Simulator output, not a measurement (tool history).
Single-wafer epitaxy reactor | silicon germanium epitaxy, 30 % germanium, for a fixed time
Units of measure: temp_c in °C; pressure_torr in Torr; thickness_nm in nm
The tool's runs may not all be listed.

run,hour,temp_c,pressure_torr,thickness_nm
1,0,600,15.1,47.274
2,2.1,598,15.1,45.709
3,9,597,15.1,44.498
4,12.5,597,16.5,46.462
5,21.4,596,16.5,45.048
6,30.1,596,14.4,42.704

The next listed run, before its measurement:
7,38.9,595,14.4,?

{"run 7": {"thickness_nm": 41.51}}

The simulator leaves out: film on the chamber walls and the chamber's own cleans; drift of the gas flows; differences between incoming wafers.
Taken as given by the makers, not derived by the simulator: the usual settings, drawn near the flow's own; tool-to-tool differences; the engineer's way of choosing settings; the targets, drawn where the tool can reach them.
